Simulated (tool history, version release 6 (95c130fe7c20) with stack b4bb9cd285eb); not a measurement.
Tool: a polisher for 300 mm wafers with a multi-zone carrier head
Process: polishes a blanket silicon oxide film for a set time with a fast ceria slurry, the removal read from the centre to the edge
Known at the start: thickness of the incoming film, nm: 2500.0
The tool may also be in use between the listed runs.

run,hour,flow of slurry (ml/min),pressure of the head's centre zone,pressure of the head's middle zone,pressure of the head's edge zone,polishing time (s),film removed at the wafer's centre (Å),film removed at mid-radius (Å),film removed at the wafer's edge (Å)
1,0.0,160,1.00,1.00,1.00,45,6935.0,7012.8,6935.4
2,7.2,170,1.02,1.02,1.01,45,7094.8,7164.1,7086.4
3,8.7,175,1.04,1.04,1.00,46,7503.1,7566.2,7225.6
4,12.0,180,1.06,1.05,1.01,46,7621.4,7479.8,7344.4
5,18.7,185,1.08,1.07,1.00,47,8034.1,7968.0,7458.4
6,20.3,160,1.08,1.07,1.00,47,7735.5,7788.3,7194.5
7,23.8,170,1.09,1.08,1.00,47,7885.8,7888.5,7425.3

Forecast run 8:
8,27.8,180,1.10,1.09,1.00,47,?,?,?

{"run 8": {"film removed at the wafer's centre (Å)": 8107.1, "film removed at mid-radius (Å)": 7885.0, "film removed at the wafer's edge (Å)": 7448.2}}
